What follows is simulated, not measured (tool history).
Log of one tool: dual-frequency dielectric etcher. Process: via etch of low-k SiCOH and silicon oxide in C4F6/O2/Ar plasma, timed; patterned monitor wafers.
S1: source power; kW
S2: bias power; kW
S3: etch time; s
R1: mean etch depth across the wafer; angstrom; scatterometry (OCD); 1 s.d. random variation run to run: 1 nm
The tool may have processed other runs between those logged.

run 1 day=0.000 | S1=0.290 S2=0.232 S3=119.5 | R1=3184.2
run 2 day=0.283 | S1=0.290 S2=0.201 S3=119.5 | R1=3062.2
run 3 day=0.338 | S1=0.290 S2=0.201 S3=119.5 | R1=3062.2
run 4 day=0.542 | S1=0.310 S2=0.214 S3=120.0 | R1=3229.3
run 5 day=0.883 | S1=0.330 S2=0.219 S3=120.0 | R1=3326.0
run 6 day=0.962 | S1=0.330 S2=0.203 S3=120.0 | R1=3267.8
run 7 day=1.292 | S1=0.350 S2=0.212 S3=120.5 | R1=3398.8

The next listed run, before its measurement:
run 8 day=1.500 | S1=0.360 S2=0.219 S3=121.0 | R1=?

Run 8 yielded R1 3469.9 angstrom.
